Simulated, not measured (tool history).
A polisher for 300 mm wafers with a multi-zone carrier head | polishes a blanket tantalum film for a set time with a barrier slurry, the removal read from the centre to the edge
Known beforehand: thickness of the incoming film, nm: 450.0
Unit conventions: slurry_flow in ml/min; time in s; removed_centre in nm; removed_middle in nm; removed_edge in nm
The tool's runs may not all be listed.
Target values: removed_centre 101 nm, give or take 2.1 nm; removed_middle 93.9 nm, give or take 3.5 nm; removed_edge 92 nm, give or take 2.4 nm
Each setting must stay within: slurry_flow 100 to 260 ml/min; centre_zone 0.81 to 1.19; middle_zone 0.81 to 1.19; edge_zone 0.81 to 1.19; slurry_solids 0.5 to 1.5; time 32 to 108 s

{"run": 1, "day": 0.0, "slurry_flow": 165, "centre_zone": 1, "middle_zone": 1, "edge_zone": 1, "slurry_solids": 1, "time": 70, "removed_centre": 149.75, "removed_middle": 146.33, "removed_edge": 147.55}
{"run": 2, "day": 0.021, "slurry_flow": 165, "centre_zone": 1, "middle_zone": 1, "edge_zone": 1, "slurry_solids": 1, "time": 53, "removed_centre": 113.12, "removed_middle": 111.79, "removed_edge": 110.91}
{"run": 3, "day": 0.05, "slurry_flow": 165, "centre_zone": 0.96, "middle_zone": 1, "edge_zone": 1, "slurry_solids": 1, "time": 53, "removed_centre": 109.8, "removed_middle": 108.15, "removed_edge": 113.26}
{"run": 4, "day": 0.283, "slurry_flow": 145, "centre_zone": 0.96, "middle_zone": 1, "edge_zone": 1, "slurry_solids": 1, "time": 53, "removed_centre": 107.91, "removed_middle": 106.27, "removed_edge": 111.24}
{"run": 5, "day": 0.571, "slurry_flow": 145, "centre_zone": 0.96, "middle_zone": 1, "edge_zone": 1, "slurry_solids": 1.1, "time": 53, "removed_centre": 111.95, "removed_middle": 112.01, "removed_edge": 114.58}
{"run": 6, "day": 0.854, "slurry_flow": 120, "centre_zone": 0.96, "middle_zone": 1, "edge_zone": 1, "slurry_solids": 1.1, "time": 53, "removed_centre": 110.07, "removed_middle": 109.11, "removed_edge": 112.38}
{"run": 7, "day": 1.0, "slurry_flow": 115, "centre_zone": 0.97, "middle_zone": 0.99, "edge_zone": 0.96, "slurry_solids": 1, "time": 53, "removed_centre": 106.38, "removed_middle": 105.13, "removed_edge": 106.57}
{"run": 8, "day": 1.15, "slurry_flow": 115, "centre_zone": 0.98, "middle_zone": 0.97, "edge_zone": 0.93, "slurry_solids": 0.95, "time": 53, "removed_centre": 104.26, "removed_middle": 99.211, "removed_edge": 102.35}
{"run": 9, "day": 1.229, "slurry_flow": 115, "centre_zone": 0.99, "middle_zone": 0.97, "edge_zone": 0.9, "slurry_solids": 0.95, "time": 53, "removed_centre": 105.89, "removed_middle": 102.46, "removed_edge": 102.29}

Of the 5 settings listed for the next run, only one would bring every result within its allowed miss of target. Which one?
{"run": "A", "day": 1.308, "slurry_flow": 110, "centre_zone": 1.11, "middle_zone": 0.88, "edge_zone": 0.9, "slurry_solids": 0.9, "time": 55, "removed_centre": "?", "removed_middle": "?", "removed_edge": "?"}
{"run": "B", "day": 1.308, "slurry_flow": 100, "centre_zone": 1.03, "middle_zone": 0.94, "edge_zone": 0.83, "slurry_solids": 0.95, "time": 50, "removed_centre": "?", "removed_middle": "?", "removed_edge": "?"}
{"run": "C", "day": 1.308, "slurry_flow": 130, "centre_zone": 1.11, "middle_zone": 0.86, "edge_zone": 0.93, "slurry_solids": 0.85, "time": 50, "removed_centre": "?", "removed_middle": "?", "removed_edge": "?"}
{"run": "D", "day": 1.308, "slurry_flow": 115, "centre_zone": 0.97, "middle_zone": 0.83, "edge_zone": 1, "slurry_solids": 0.8, "time": 57, "removed_centre": "?", "removed_middle": "?", "removed_edge": "?"}
{"run": "E", "day": 1.308, "slurry_flow": 100, "centre_zone": 1.03, "middle_zone": 0.83, "edge_zone": 0.9, "slurry_solids": 0.5, "time": 81, "removed_centre": "?", "removed_middle": "?", "removed_edge": "?"}

move=A removed_centre=116.69 removed_middle=96.375 removed_edge=103.53
move=B removed_centre=101.71 removed_middle=92.232 removed_edge=91.913
move=C removed_centre=105.78 removed_middle=85.956 removed_edge=94.594
move=D removed_centre=105.58 removed_middle=92.257 removed_edge=107.75
move=E removed_centre=115.87 removed_middle=97.435 removed_edge=108.78
A: its largest miss is bigger than the last run's
B: meets every target
C: gains on the last run, yet a result remains outside its allowed miss
D: its largest miss is bigger than the last run's
E: its largest miss is bigger than the last run's
Correct choice: B, which meets every target

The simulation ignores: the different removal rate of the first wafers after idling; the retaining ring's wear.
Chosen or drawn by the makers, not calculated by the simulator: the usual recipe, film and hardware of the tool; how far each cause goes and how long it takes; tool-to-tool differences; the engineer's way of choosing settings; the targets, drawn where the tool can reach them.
